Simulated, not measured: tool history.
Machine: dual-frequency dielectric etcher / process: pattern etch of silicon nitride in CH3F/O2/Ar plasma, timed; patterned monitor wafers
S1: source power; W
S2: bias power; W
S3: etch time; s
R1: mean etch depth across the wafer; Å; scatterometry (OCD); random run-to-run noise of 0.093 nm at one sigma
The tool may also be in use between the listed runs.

run,hour,S1,S2,S3,R1
1,0.0,280,69,28,164.89
2,4.7,280,64,28,161.42
3,8.9,260,62,28,153.52
4,16.2,260,68,28,160.21
5,19.4,300,68,28,168.82
6,20.9,280,66,28,160.71
7,22.3,260,65,28,155.55
8,23.5,250,64,28,152.73

Run 9 comes next. What will it give?
9,25.4,240,63,28,?

Run 9 came out at R1 149.56 Å.
